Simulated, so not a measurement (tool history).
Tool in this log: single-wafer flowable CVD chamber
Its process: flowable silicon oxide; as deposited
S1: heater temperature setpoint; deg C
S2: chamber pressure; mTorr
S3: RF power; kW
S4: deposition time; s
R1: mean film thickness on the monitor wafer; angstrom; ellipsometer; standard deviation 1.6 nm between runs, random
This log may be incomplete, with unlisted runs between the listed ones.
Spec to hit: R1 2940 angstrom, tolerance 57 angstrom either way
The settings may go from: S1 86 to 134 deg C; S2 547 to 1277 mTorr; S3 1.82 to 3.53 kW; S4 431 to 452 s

run	hour	S1	S2	S3	S4	R1
1	0	110	912	2.675	452	2531.5
2	4	109	912	2.675	452	2592.4
3	12.7	108	912	2.675	452	2700.8
4	13.7	118	912	2.675	452	1905.2
5	17.9	118	912	2.675	431	1807.7
6	25	108	912	2.675	431	2582.7
7	32.6	107	912	2.675	431	2683.2
8	38.4	104	913	2.675	431	3026.9

Consider the 5 candidate settings below. Which is the only one whose results all fall within their allowed miss of target?
A	44.2	105	839	2.825	442	?
B	44.2	105	892	2.38	450	?
C	44.2	101	847	2.625	431	?
D	44.2	101	720	2.425	452	?
E	44.2	105	987	2.16	436	?

move	R1
A	2766.2
B	2956.3
C	3162.3
D	2803.2
E	3135.7
A: pushes the last run's worst result past its target
B: every result lands within tolerance
C: lands further from the targets than the last run did
D: pushes the last run's worst result past its target
E: lands further from the targets than the last run did
So the answer is move B, the one that meets all the targets.
